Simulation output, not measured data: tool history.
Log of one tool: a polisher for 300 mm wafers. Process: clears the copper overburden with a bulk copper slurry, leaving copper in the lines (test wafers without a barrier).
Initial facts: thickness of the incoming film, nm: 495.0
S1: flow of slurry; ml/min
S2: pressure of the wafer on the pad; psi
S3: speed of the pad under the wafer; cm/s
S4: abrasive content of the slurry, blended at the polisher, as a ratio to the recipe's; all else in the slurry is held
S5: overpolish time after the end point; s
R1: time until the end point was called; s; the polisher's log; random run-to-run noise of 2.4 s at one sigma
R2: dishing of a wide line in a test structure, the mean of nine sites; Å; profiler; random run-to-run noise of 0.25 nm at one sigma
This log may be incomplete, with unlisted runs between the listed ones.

run 1 hour=0 | S1=195 S2=1.7 S3=84 S4=1 S5=25 | R1=112.51 R2=512.69
run 2 hour=6.2 | S1=195 S2=1.4 S3=80 S4=1 S5=19 | R1=135.62 R2=374.41
run 3 hour=8.1 | S1=230 S2=1.2 S3=70 S4=1.15 S5=15 | R1=168.47 R2=273.9
run 4 hour=16.4 | S1=230 S2=1.2 S3=48 S4=1.15 S5=15 | R1=235.04 R2=217.79
run 5 hour=18.6 | S1=230 S2=1.2 S3=48 S4=1.3 S5=15 | R1=237.28 R2=224.93
run 6 hour=20.6 | S1=255 S2=1.1 S3=54 S4=1.05 S5=13 | R1=232.55 R2=192.97
run 7 hour=29.5 | S1=270 S2=1.1 S3=58 S4=0.85 S5=11 | R1=219.14 R2=181.29

Expected results for the next run?
run 8 hour=36.8 | S1=280 S2=1.1 S3=60 S4=0.75 S5=10 | R1=? R2=?

Logged for run 8: R1 211.56 s, R2 168.75 Å.
